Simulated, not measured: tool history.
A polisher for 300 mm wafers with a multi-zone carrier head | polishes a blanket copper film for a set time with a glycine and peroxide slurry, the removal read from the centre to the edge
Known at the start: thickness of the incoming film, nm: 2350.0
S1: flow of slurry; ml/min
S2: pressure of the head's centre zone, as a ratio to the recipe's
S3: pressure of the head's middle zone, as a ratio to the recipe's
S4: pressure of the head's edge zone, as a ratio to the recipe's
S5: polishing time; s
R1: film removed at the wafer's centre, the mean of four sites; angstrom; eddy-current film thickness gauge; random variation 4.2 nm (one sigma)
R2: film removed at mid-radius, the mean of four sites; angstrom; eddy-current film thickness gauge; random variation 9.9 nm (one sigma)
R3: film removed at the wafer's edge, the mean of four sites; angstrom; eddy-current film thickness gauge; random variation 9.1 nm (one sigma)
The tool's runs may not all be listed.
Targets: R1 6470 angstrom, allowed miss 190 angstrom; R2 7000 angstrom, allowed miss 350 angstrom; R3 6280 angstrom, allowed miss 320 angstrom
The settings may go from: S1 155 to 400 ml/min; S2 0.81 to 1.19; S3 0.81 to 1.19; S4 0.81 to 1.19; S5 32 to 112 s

run	hour	S1	S2	S3	S4	S5	R1	R2	R3
1	0	255	1	1	1	72	4985.8	5046.1	4692.3
2	4.3	255	1	1.01	1.01	74	5113.1	5170.1	4872.3
3	7.8	255	1	1.01	0.97	74	5173.3	5187.4	4703.4
4	13.4	255	1	1.01	0.97	89	6214.4	6056.9	5693.4
5	15.3	255	1.03	1.01	0.97	89	6336.4	6200.1	5729.1
6	23.4	255	1.03	1.09	0.97	89	6344.7	6592.2	5878.9
7	28.4	255	1.03	1.1	0.98	89	6285.9	6575.1	5950.5
8	34.2	260	1.03	1.11	0.98	89	6354.8	6724	5747.1

Which of these 5 next moves meets every target?
A	40	215	0.98	1.08	1	97	?	?	?
B	40	290	1.07	1.15	1.01	86	?	?	?
C	40	315	1.11	1.19	0.89	80	?	?	?
D	40	200	1.05	0.96	1	90	?	?	?
E	40	155	1.01	0.97	0.97	104	?	?	?

move	R1	R2	R3
A	6439.6	6835.4	6153.2
B	6515.1	6646.3	5636.6
C	6350.1	6422.3	5004.5
D	6317.1	5671.5	5668.9
E	6633.4	6286.2	6231.3
A: meets every target
B: further off than the last run
C: further off than the last run
D: further off than the last run
E: brings the result that was furthest off to its target, and leaves another outside
Move A is the one to make.
